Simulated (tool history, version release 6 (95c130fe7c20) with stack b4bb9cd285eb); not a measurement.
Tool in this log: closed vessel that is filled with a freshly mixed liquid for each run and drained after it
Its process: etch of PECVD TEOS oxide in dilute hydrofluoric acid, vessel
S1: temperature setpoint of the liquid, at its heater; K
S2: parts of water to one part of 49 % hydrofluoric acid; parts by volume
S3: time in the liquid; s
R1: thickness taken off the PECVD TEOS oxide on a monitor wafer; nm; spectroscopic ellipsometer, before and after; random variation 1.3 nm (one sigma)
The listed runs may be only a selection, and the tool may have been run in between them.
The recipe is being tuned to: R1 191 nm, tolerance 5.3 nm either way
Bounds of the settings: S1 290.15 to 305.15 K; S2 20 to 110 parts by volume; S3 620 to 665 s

run,hour,S1,S2,S3,R1
1,0,297.15,60,620,84.374
2,3.6,297.15,50,620,103.92
3,12.2,297.15,50,620,102.34
4,12.8,297.15,50,665,108.72
5,20.1,297.15,35,665,158.92
6,28.5,298.65,35,665,170.53
7,35,299.15,35,665,174.01
8,39.9,299.65,35,665,177.97

5 candidate next runs follow, results not yet known. Just one meets every target within its allowed miss. Identify it.
A,44.8,301.15,40,625,?
B,44.8,297.15,30,640,?
C,44.8,299.15,35,660,?
D,44.8,302.15,40,655,?
E,44.8,298.15,30,640,?

move,R1
A,153.95
B,180.91
C,172.54
D,167.94
E,188.61
A: misses by more than the last run did
B: closer than the last run, but not yet in spec
C: misses by more than the last run did
D: misses by more than the last run did
E: hits every target within its allowed miss
Move E is the one to make.
